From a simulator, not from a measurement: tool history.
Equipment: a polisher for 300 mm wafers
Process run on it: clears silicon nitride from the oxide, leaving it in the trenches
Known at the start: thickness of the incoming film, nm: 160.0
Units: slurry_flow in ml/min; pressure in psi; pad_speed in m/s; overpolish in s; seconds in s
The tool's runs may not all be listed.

run	hour	slurry_flow	pressure	pad_speed	overpolish	seconds
1	0.0	245	3.2	1.30	19	116.18
2	4.3	245	3.2	1.30	19	118.32
3	10.1	295	3.2	1.30	19	114.81
4	16.0	320	3.2	1.30	19	114.84
5	23.1	320	2.9	1.22	19	130.59
6	29.5	320	2.6	1.14	19	150.14
7	35.3	320	2.4	1.06	19	178.23
8	43.0	320	2.2	1.04	19	193.43
9	43.9	320	2.0	1.02	19	217.55

Run 10 has not been measured yet. What should we expect?
10	48.2	315	1.9	1.02	19	?

seconds: 228.26 s
